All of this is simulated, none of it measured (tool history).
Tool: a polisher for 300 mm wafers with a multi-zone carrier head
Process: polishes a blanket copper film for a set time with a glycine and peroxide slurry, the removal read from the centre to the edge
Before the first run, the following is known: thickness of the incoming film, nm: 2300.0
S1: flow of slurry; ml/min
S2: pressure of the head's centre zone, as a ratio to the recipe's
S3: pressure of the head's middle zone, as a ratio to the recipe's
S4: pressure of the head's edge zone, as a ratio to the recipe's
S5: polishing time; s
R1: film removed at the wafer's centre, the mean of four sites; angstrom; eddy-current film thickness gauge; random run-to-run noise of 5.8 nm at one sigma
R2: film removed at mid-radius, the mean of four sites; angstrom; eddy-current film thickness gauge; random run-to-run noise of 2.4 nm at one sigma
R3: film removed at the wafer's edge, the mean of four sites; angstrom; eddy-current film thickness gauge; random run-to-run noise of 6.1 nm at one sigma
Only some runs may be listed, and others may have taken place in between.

run,hour,S1,S2,S3,S4,S5,R1,R2,R3
1,0,210,1,1,1,55,3808.3,3763,3937.3
2,1.4,210,1,1,1,42,2926.6,2863.4,2943.8
3,8.6,210,1,1,1.04,42,2950.7,2898.6,3008.6
4,11.3,210,1,0.92,1.04,42,2940.4,2708.7,3026
5,15.1,210,1,0.92,1.04,32,2258.1,2034.8,2350.7
6,16.9,210,1.01,0.91,1.06,35,2421.9,2257.8,2522.7

Expected results for the next run?
7,21.2,255,1.09,0.81,1.08,50,?,?,?

Run 7 came out at R1 3758.5 angstrom, R2 2983.3 angstrom, R3 3765.6 angstrom.
